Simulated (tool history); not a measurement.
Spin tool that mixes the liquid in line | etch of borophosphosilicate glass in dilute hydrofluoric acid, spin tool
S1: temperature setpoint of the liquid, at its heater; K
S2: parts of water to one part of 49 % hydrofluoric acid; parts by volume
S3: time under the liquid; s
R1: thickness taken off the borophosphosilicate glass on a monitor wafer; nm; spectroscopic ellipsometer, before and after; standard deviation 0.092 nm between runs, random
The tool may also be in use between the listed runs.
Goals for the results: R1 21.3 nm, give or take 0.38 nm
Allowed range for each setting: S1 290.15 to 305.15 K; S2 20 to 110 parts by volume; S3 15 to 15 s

run	hour	S1	S2	S3	R1
1	0	297.15	60	15	14.449
2	7.4	297.15	75	15	11.314
3	10.5	297.15	75	15	11.406
4	12.5	297.15	90	15	9.3048
5	16.1	297.15	90	15	9.2524
6	19.6	299.65	80	15	11.66
7	23.9	301.15	70	15	14.281
8	31.1	305.15	50	15	24.238
9	32.3	304.15	50	15	23.199

Pick the move, out of 4, that brings all results within their allowed miss; only one does.
A	33.5	303.65	55	15	?
B	33.5	303.15	55	15	?
C	33.5	302.15	50	15	?
D	33.5	302.15	45	15	?

move	R1
A	20.574
B	20.177
C	21.502
D	24.071
A: carries the result that was furthest off beyond its target, to the other side
B: carries the result that was furthest off beyond its target, to the other side
C: hits every target within its allowed miss
D: lands further from the targets than the last run did
Move C is the one to make.
